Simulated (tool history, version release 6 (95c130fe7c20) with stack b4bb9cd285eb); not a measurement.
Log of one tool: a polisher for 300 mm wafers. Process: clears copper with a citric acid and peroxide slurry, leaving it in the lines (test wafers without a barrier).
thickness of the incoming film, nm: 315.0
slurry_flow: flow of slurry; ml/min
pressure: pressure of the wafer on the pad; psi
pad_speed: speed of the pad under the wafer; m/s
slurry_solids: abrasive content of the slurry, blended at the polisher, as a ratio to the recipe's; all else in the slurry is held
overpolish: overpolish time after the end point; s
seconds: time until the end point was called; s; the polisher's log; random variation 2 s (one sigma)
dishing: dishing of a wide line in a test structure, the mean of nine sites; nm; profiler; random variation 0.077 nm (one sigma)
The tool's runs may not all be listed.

| run | hour | slurry_flow | pressure | pad_speed | slurry_solids | overpolish | seconds | dishing |
|---|---|---|---|---|---|---|---|---|
| 1 | 0 | 165 | 3.9 | 1 | 1 | 12 | 124.88 | 20.123 |
| 2 | 6.8 | 175 | 3.5 | 0.96 | 1 | 9 | 145.09 | 14.382 |
| 3 | 15.4 | 175 | 3.5 | 0.96 | 1.15 | 9 | 139.55 | 14.837 |
| 4 | 22.5 | 175 | 3.5 | 0.96 | 1 | 9 | 144.98 | 14.407 |
| 5 | 27.7 | 175 | 3.5 | 1.1 | 1 | 9 | 127.23 | 15.997 |
| 6 | 30.4 | 175 | 3.5 | 1.1 | 0.9 | 9 | 129.02 | 15.565 |
| 7 | 35.5 | 180 | 3.2 | 1.08 | 0.8 | 7 | 146.83 | 11.058 |
| 8 | 39.4 | 185 | 2.9 | 1.08 | 0.75 | 7 | 158.74 | 9.9744 |
| 9 | 43.1 | 185 | 2.7 | 1.08 | 0.75 | 7 | 174.44 | 9.5794 |
| 10 | 51.9 | 190 | 2.3 | 1.06 | 0.75 | 4 | 202.35 | 4.8428 |
| 11 | 54.8 | 175 | 2.5 | 1.04 | 0.65 | 5 | 202.17 | 6.0022 |
| 12 | 60.8 | 185 | 2.5 | 1.04 | 0.6 | 5 | 203.36 | 6.0203 |
| 13 | 64 | 185 | 2.6 | 1.04 | 0.6 | 5 | 195.05 | 6.2243 |
| 14 | 64.7 | 180 | 2.6 | 1.04 | 0.6 | 5 | 195.25 | 6.3099 |
| 15 | 71.3 | 175 | 2.6 | 1.04 | 0.6 | 5 | 194.43 | 6.1295 |

Forecast run 16:
| 16 | 79.7 | 190 | 2.6 | 1.04 | 0.6 | 5 | ? | ? |

seconds: 192.85 s
dishing: 6.2431 nm

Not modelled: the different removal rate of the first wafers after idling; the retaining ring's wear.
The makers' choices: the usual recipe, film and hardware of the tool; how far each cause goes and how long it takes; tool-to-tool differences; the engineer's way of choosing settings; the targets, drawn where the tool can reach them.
